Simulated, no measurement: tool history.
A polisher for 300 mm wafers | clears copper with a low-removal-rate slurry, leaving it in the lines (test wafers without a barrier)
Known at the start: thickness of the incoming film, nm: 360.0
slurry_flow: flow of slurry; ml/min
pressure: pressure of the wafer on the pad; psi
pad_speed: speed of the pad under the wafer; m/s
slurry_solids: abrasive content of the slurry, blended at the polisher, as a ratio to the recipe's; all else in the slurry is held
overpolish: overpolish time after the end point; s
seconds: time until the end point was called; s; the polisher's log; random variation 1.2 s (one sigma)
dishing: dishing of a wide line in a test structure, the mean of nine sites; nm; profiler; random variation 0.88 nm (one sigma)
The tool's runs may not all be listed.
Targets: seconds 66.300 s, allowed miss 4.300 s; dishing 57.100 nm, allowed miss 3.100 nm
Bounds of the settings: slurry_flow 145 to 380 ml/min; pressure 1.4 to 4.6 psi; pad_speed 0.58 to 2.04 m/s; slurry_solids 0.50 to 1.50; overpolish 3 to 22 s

{"run": 1, "day": 0.0, "slurry_flow": 245, "pressure": 3.0, "pad_speed": 1.3, "slurry_solids": 1.0, "overpolish": 11, "seconds": 96.302, "dishing": 32.382}
{"run": 2, "day": 0.321, "slurry_flow": 190, "pressure": 3.0, "pad_speed": 1.3, "slurry_solids": 1.0, "overpolish": 11, "seconds": 100.63, "dishing": 30.276}
{"run": 3, "day": 0.412, "slurry_flow": 165, "pressure": 3.0, "pad_speed": 1.3, "slurry_solids": 1.0, "overpolish": 11, "seconds": 100.92, "dishing": 30.734}
{"run": 4, "day": 0.567, "slurry_flow": 165, "pressure": 3.4, "pad_speed": 1.32, "slurry_solids": 1.0, "overpolish": 12, "seconds": 88.389, "dishing": 36.975}
{"run": 5, "day": 0.8, "slurry_flow": 165, "pressure": 3.4, "pad_speed": 1.32, "slurry_solids": 1.0, "overpolish": 8, "seconds": 90.975, "dishing": 25.648}
{"run": 6, "day": 1.033, "slurry_flow": 165, "pressure": 3.4, "pad_speed": 1.18, "slurry_solids": 1.0, "overpolish": 8, "seconds": 99.824, "dishing": 23.472}
{"run": 7, "day": 1.35, "slurry_flow": 165, "pressure": 3.4, "pad_speed": 1.18, "slurry_solids": 1.0, "overpolish": 8, "seconds": 96.987, "dishing": 23.051}
{"run": 8, "day": 1.575, "slurry_flow": 160, "pressure": 3.5, "pad_speed": 1.34, "slurry_solids": 1.0, "overpolish": 10, "seconds": 87.533, "dishing": 33.475}
{"run": 9, "day": 1.938, "slurry_flow": 155, "pressure": 3.8, "pad_speed": 1.36, "slurry_solids": 1.0, "overpolish": 11, "seconds": 78.392, "dishing": 37.708}
{"run": 10, "day": 2.079, "slurry_flow": 150, "pressure": 3.9, "pad_speed": 1.4, "slurry_solids": 1.0, "overpolish": 12, "seconds": 71.164, "dishing": 44.118}
{"run": 11, "day": 2.371, "slurry_flow": 150, "pressure": 3.9, "pad_speed": 1.42, "slurry_solids": 1.0, "overpolish": 13, "seconds": 73.299, "dishing": 45.665}
{"run": 12, "day": 2.575, "slurry_flow": 150, "pressure": 4.0, "pad_speed": 1.44, "slurry_solids": 1.0, "overpolish": 14, "seconds": 70.064, "dishing": 51.006}

Which of these 5 next moves meets every target?
{"run": "A", "day": 2.779, "slurry_flow": 145, "pressure": 4.5, "pad_speed": 1.66, "slurry_solids": 0.85, "overpolish": 13, "seconds": "?", "dishing": "?"}
{"run": "B", "day": 2.779, "slurry_flow": 235, "pressure": 4.1, "pad_speed": 1.46, "slurry_solids": 0.8, "overpolish": 15, "seconds": "?", "dishing": "?"}
{"run": "C", "day": 2.779, "slurry_flow": 200, "pressure": 3.6, "pad_speed": 1.44, "slurry_solids": 0.95, "overpolish": 11, "seconds": "?", "dishing": "?"}
{"run": "D", "day": 2.779, "slurry_flow": 150, "pressure": 4.3, "pad_speed": 1.68, "slurry_solids": 0.95, "overpolish": 13, "seconds": "?", "dishing": "?"}
{"run": "E", "day": 2.779, "slurry_flow": 145, "pressure": 4.1, "pad_speed": 1.32, "slurry_solids": 1.1, "overpolish": 15, "seconds": "?", "dishing": "?"}

move=A seconds=58.150 dishing=57.908
move=B seconds=67.614 dishing=57.250
move=C seconds=76.099 dishing=39.944
move=D seconds=57.967 dishing=57.904
move=E seconds=74.535 dishing=52.956
A: brings the result that was furthest off to its target, and leaves another outside
B: meets every target
C: further off than the last run
D: brings the result that was furthest off to its target, and leaves another outside
E: as far off as the last run
The right move is B.

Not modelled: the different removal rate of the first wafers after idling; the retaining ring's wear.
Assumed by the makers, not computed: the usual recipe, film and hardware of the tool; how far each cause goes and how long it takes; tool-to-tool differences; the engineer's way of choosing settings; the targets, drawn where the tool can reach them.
